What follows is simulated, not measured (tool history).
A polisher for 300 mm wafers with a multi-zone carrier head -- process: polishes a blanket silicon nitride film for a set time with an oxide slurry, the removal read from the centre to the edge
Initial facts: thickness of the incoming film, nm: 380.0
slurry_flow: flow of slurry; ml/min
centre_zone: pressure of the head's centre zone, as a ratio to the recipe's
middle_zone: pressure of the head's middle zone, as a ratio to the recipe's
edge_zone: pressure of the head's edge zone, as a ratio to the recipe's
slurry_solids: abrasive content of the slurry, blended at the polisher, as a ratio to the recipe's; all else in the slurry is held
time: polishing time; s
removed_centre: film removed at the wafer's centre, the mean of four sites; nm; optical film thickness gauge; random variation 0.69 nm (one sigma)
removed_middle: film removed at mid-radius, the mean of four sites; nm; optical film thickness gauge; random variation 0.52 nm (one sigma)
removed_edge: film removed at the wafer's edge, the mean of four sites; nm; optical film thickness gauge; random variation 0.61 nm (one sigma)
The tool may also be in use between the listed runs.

Run 1, hour 0: slurry_flow 230 ml/min, centre_zone 1, middle_zone 1, edge_zone 1, slurry_solids 1, time 76 s. Result: removed_centre 54.283 nm, removed_middle 54.164 nm, removed_edge 56.003 nm.
Run 2, hour 5.6: slurry_flow 230 ml/min, centre_zone 1, middle_zone 1, edge_zone 1, slurry_solids 1.15, time 76 s. Result: removed_centre 57.068 nm, removed_middle 57.415 nm, removed_edge 58.177 nm.
Run 3, hour 9: slurry_flow 250 ml/min, centre_zone 1.03, middle_zone 1.05, edge_zone 1.03, slurry_solids 1.2, time 76 s. Result: removed_centre 60.12 nm, removed_middle 62.407 nm, removed_edge 60.992 nm.
Run 4, hour 14.2: slurry_flow 250 ml/min, centre_zone 1.03, middle_zone 1.05, edge_zone 0.96, slurry_solids 1.2, time 76 s. Result: removed_centre 60.668 nm, removed_middle 62.715 nm, removed_edge 58.955 nm.
Run 5, hour 16: slurry_flow 265 ml/min, centre_zone 1.06, middle_zone 1.08, edge_zone 0.99, slurry_solids 1.25, time 76 s. Result: removed_centre 64.064 nm, removed_middle 65.209 nm, removed_edge 61.634 nm.
Run 6, hour 18.5: slurry_flow 280 ml/min, centre_zone 1.08, middle_zone 1.11, edge_zone 1, slurry_solids 1.3, time 76 s. Result: removed_centre 64.88 nm, removed_middle 68.134 nm, removed_edge 62.986 nm.
Run 7, hour 25.6: slurry_flow 285 ml/min, centre_zone 1.1, middle_zone 1.13, edge_zone 1, slurry_solids 1.35, time 76 s. Result: removed_centre 67.113 nm, removed_middle 68.925 nm, removed_edge 63.454 nm.
Run 8, hour 28.8: slurry_flow 285 ml/min, centre_zone 1.1, middle_zone 1.13, edge_zone 1, slurry_solids 1.35, time 76 s. Result: removed_centre 67.791 nm, removed_middle 70.248 nm, removed_edge 64.102 nm.
Run 9, hour 37.7: slurry_flow 290 ml/min, centre_zone 1.11, middle_zone 1.15, edge_zone 1.01, slurry_solids 1.4, time 76 s. Result: removed_centre 70.378 nm, removed_middle 72.079 nm, removed_edge 65.187 nm.

For run 10, what comes out?
Run 10, hour 40.1: slurry_flow 295 ml/min, centre_zone 1.11, middle_zone 1.16, edge_zone 1.02, slurry_solids 1.4, time 76 s. Result: removed_centre ?, removed_middle ?, removed_edge ?.

removed_centre: 69.315 nm
removed_middle: 74.164 nm
removed_edge: 65.585 nm
